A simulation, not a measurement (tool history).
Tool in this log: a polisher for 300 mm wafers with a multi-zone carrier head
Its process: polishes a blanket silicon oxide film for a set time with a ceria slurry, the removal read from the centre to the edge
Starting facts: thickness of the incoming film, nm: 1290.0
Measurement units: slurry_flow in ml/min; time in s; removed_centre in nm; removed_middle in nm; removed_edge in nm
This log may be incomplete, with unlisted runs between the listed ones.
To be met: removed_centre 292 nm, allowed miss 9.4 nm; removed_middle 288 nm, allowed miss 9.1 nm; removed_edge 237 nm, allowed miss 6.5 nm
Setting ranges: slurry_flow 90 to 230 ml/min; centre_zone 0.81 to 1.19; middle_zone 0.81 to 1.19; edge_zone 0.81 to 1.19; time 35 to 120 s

run,hour,slurry_flow,centre_zone,middle_zone,edge_zone,time,removed_centre,removed_middle,removed_edge
1,0,150,1,1,1,77,230.56,231.66,223.36
2,4.3,150,1,1,0.91,77,229.25,232.37,215.57
3,9.6,160,1.02,1.02,0.91,77,237.75,236.86,214.14
4,15.9,160,0.94,1.02,0.91,77,218.62,237.06,217.34
5,23.1,165,0.96,1.04,0.92,78,229.21,243.53,221.37
6,29,165,0.96,1.04,0.92,69,199.62,215.71,195.92
7,34.5,170,0.98,1.06,0.93,71,209.62,226.93,200.83
8,37.3,175,1,1.07,0.94,72,222.4,234.14,205.52
9,40,175,1,1.07,0.94,72,220.97,232.94,206.44
10,48.1,180,1.02,1.08,0.95,73,228.49,237.49,211.75
11,50.3,185,1.04,1.09,0.95,74,237.29,244.4,209.89
12,56.3,190,1.05,1.1,0.96,75,240.72,254.14,221.76
13,60.3,195,1.07,1.11,0.96,76,253.16,254.52,221.75
14,61.2,195,1.08,1.12,0.96,77,258.68,264.53,226.08
# hour 68.7: worn pad replaced by a new one
15,68.7,200,1.09,1.13,0.96,77,288.74,294.27,244.57

5 next moves are on the table. One of them brings every result within its allowed miss. Which?
A,76.2,205,1.14,1.13,0.92,74,?,?,?
B,76.2,180,1.13,1.19,0.94,77,?,?,?
C,76.2,195,1.14,1.16,0.89,72,?,?,?
D,76.2,185,1.06,1.11,1.03,77,?,?,?
E,76.2,190,1.07,1.1,0.99,76,?,?,?

move,removed_centre,removed_middle,removed_edge
A,292.44,284.08,236.69
B,296.15,303.78,245.41
C,282.54,280.89,225.64
D,280.07,287.24,257.39
E,279.96,282.34,249.91
A: all results in spec
B: misses by more than the last run did
C: the result that was furthest off in the last run now lies on the other side of its target
D: misses by more than the last run did
E: misses by more than the last run did
Move A is the one to make.

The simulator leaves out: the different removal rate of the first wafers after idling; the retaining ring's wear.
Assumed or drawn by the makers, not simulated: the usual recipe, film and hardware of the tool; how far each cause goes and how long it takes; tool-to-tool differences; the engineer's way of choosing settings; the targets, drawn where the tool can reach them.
